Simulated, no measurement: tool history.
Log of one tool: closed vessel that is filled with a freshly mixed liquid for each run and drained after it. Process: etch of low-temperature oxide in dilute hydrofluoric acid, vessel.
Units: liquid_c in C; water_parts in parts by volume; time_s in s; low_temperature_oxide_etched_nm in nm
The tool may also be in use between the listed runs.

| run | hour | liquid_c | water_parts | time_s | low_temperature_oxide_etched_nm |
|---|---|---|---|---|---|
| 1 | 0 | 20 | 190 | 175 | 25.346 |
| 2 | 3.9 | 21 | 185 | 175 | 27.436 |
| 3 | 6.2 | 21 | 185 | 175 | 27.27 |
| 4 | 7.2 | 21 | 150 | 175 | 34.809 |
| 5 | 9.9 | 21 | 150 | 135 | 26.817 |
| 6 | 13.5 | 22 | 145 | 135 | 28.904 |
| 7 | 20.7 | 22.5 | 135 | 135 | 31.708 |

The next listed run, before its measurement:
| 8 | 27.7 | 23 | 130 | 135 | ? |

low_temperature_oxide_etched_nm: 34.538 nm
